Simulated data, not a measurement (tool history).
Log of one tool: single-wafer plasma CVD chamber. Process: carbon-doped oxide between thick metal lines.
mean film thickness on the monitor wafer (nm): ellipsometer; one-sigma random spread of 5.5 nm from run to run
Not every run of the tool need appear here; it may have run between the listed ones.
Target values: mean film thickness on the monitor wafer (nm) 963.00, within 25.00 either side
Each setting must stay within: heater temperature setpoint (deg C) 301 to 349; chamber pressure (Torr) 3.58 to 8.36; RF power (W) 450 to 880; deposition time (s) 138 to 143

run,hour,heater temperature setpoint (deg C),chamber pressure (Torr),RF power (W),deposition time (s),mean film thickness on the monitor wafer (nm)
1,0.0,325,5.97,665,138,843.08
2,5.3,323,6.12,685,138,852.21
3,9.4,323,6.52,685,138,864.51
4,13.2,334,6.52,685,138,832.39
5,18.0,332,6.64,710,138,854.14
6,25.0,332,7.40,710,138,869.38
7,27.1,330,7.56,725,138,882.30
8,28.4,328,7.65,740,138,898.14
9,36.6,327,7.72,755,138,902.06
10,42.3,326,7.78,770,138,922.38
11,47.8,326,7.78,770,138,919.60
12,55.6,325,7.83,780,138,922.72

Pick the move, out of 5, that brings all results within their allowed miss; only one does.
A,63.4,331,7.33,775,138,?
B,63.4,327,7.73,750,138,?
C,63.4,333,8.26,810,138,?
D,63.4,330,7.07,760,139,?
E,63.4,329,7.81,785,143,?

move,mean film thickness on the monitor wafer (nm)
A,902.72
B,901.91
C,927.00
D,900.03
E,951.74
A: its largest miss is bigger than the last run's
B: its largest miss is bigger than the last run's
C: better than the last run, though not everything is in spec
D: its largest miss is bigger than the last run's
E: every result lands within tolerance
Move E is the one to make.
